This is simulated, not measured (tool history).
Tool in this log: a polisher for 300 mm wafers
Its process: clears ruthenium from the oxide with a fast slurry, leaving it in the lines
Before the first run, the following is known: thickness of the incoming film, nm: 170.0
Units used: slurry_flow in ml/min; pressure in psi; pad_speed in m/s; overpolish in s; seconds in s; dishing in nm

{"run": 1, "hour": 0.0, "slurry_flow": 210, "pressure": 2.4, "pad_speed": 1.12, "slurry_solids": 1.0, "overpolish": 18, "seconds": 45.754, "dishing": 57.269}
{"run": 2, "hour": 1.4, "slurry_flow": 170, "pressure": 2.4, "pad_speed": 1.12, "slurry_solids": 1.0, "overpolish": 18, "seconds": 48.285, "dishing": 54.127}
{"run": 3, "hour": 2.0, "slurry_flow": 185, "pressure": 2.7, "pad_speed": 1.12, "slurry_solids": 1.0, "overpolish": 18, "seconds": 41.491, "dishing": 62.741}
{"run": 4, "hour": 9.9, "slurry_flow": 185, "pressure": 2.7, "pad_speed": 1.12, "slurry_solids": 1.1, "overpolish": 18, "seconds": 39.866, "dishing": 64.47}
{"hour": 16.5, "done": "slurry nozzle cleaned"}
{"run": 5, "hour": 16.5, "slurry_flow": 200, "pressure": 2.9, "pad_speed": 1.12, "slurry_solids": 1.1, "overpolish": 18, "seconds": 34.766, "dishing": 75.574}
{"run": 6, "hour": 23.5, "slurry_flow": 220, "pressure": 2.9, "pad_speed": 1.12, "slurry_solids": 1.1, "overpolish": 18, "seconds": 34.137, "dishing": 73.684}
{"run": 7, "hour": 30.3, "slurry_flow": 220, "pressure": 2.9, "pad_speed": 1.12, "slurry_solids": 1.1, "overpolish": 18, "seconds": 34.427, "dishing": 74.943}
{"run": 8, "hour": 32.1, "slurry_flow": 230, "pressure": 3.0, "pad_speed": 1.12, "slurry_solids": 1.1, "overpolish": 18, "seconds": 33.689, "dishing": 73.766}

Run 9 has not been measured yet. What should we expect?
{"run": 9, "hour": 38.8, "slurry_flow": 230, "pressure": 3.1, "pad_speed": 1.12, "slurry_solids": 1.1, "overpolish": 19, "seconds": "?", "dishing": "?"}

{"run 9": {"seconds": 32.249, "dishing": 82.304}}

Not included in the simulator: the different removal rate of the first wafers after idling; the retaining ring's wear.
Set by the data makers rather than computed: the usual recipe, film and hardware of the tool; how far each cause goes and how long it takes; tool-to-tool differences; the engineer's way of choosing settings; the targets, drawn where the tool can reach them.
